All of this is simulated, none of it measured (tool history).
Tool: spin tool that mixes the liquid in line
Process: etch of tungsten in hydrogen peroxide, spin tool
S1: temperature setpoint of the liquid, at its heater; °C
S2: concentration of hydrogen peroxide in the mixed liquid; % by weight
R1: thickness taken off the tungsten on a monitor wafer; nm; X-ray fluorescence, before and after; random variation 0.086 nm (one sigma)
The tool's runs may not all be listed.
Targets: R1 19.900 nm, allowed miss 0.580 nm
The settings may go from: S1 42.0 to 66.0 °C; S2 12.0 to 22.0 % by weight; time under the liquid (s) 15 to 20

run 1 hour=0.0 | S1=58.0 S2=15.0 time_under_the_liquid_(s)=20 | R1=23.816
run 2 hour=8.2 | S1=51.0 S2=15.0 time_under_the_liquid_(s)=20 | R1=15.641
run 3 hour=11.2 | S1=51.0 S2=15.0 time_under_the_liquid_(s)=20 | R1=15.670
run 4 hour=14.9 | S1=45.0 S2=15.0 time_under_the_liquid_(s)=20 | R1=10.791
run 5 hour=18.7 | S1=48.0 S2=15.0 time_under_the_liquid_(s)=20 | R1=13.103
run 6 hour=23.0 | S1=48.0 S2=15.0 time_under_the_liquid_(s)=20 | R1=13.018
run 7 hour=28.3 | S1=50.0 S2=15.0 time_under_the_liquid_(s)=20 | R1=14.765
run 8 hour=31.1 | S1=51.5 S2=15.0 time_under_the_liquid_(s)=20 | R1=16.195
run 9 hour=33.4 | S1=52.5 S2=15.0 time_under_the_liquid_(s)=20 | R1=17.238
run 10 hour=37.0 | S1=55.5 S2=15.0 time_under_the_liquid_(s)=20 | R1=20.536

Which of these 4 next moves meets every target?
run A hour=40.6 | S1=58.0 S2=15.5 time_under_the_liquid_(s)=15 | R1=?
run B hour=40.6 | S1=55.0 S2=13.5 time_under_the_liquid_(s)=20 | R1=?
run C hour=40.6 | S1=55.5 S2=12.0 time_under_the_liquid_(s)=20 | R1=?
run D hour=40.6 | S1=59.0 S2=16.5 time_under_the_liquid_(s)=15 | R1=?

move=A R1=18.148
move=B R1=18.934
move=C R1=18.387
move=D R1=19.842
A: takes the result that was furthest off past its target
B: takes the result that was furthest off past its target
C: takes the result that was furthest off past its target
D: meets every target
Move D is the one to make.
